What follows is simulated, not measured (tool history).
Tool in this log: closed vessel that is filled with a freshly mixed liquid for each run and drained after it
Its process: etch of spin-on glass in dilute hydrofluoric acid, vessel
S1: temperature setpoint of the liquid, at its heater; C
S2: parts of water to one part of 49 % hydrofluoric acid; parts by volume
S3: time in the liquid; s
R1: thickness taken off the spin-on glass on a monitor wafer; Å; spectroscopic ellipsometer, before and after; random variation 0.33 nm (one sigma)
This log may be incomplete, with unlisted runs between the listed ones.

run  hour    S1  S2   S3      R1
  1   0.0  22.0  45  100  412.43
  2   7.2  22.0  45  100  415.67
  3  12.5  21.5  45  100  407.47
  4  19.8  21.5  45  100  409.54
  5  23.2  20.0  45  100  383.47
  6  27.2  20.0  30  100  581.47
  7  31.4  19.5  30  100  567.25
  8  35.9  19.0  30  100  569.63

Predict the results of run 9:
  9  40.2  18.0  40  100   ?

{"run 9": {"R1": 392.74}}

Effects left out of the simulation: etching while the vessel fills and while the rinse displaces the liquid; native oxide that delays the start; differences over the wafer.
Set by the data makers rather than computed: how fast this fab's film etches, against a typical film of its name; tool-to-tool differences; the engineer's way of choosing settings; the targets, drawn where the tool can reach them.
